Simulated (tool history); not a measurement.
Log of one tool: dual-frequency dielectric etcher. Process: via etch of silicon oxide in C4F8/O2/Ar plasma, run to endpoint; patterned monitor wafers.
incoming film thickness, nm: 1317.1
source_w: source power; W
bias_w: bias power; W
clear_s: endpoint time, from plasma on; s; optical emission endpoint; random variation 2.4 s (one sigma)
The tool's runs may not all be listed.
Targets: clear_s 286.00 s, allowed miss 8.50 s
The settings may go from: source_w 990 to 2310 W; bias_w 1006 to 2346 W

run 1 day=0.000 | source_w=1650 bias_w=1676 | clear_s=242.21
run 2 day=0.175 | source_w=1590 bias_w=1648 | clear_s=244.20
run 3 day=0.250 | source_w=1530 bias_w=1604 | clear_s=250.09
run 4 day=0.350 | source_w=1530 bias_w=1828 | clear_s=240.31
run 5 day=0.608 | source_w=1470 bias_w=1780 | clear_s=250.20
run 6 day=0.779 | source_w=1470 bias_w=1485 | clear_s=255.61
run 7 day=1.000 | source_w=1420 bias_w=1461 | clear_s=258.30
run 8 day=1.296 | source_w=1370 bias_w=1437 | clear_s=270.82

4 next moves are on the table. One of them brings every result within its allowed miss. Which?
run A day=1.592 | source_w=1400 bias_w=1412 | clear_s=?
run B day=1.592 | source_w=1250 bias_w=1289 | clear_s=?
run C day=1.592 | source_w=1450 bias_w=1231 | clear_s=?
run D day=1.592 | source_w=1310 bias_w=1685 | clear_s=?

move=A clear_s=267.02
move=B clear_s=285.56
move=C clear_s=271.56
move=D clear_s=262.85
A: further off than the last run
B: meets every target
C: as far off as the last run
D: further off than the last run
Move B is the one to make.
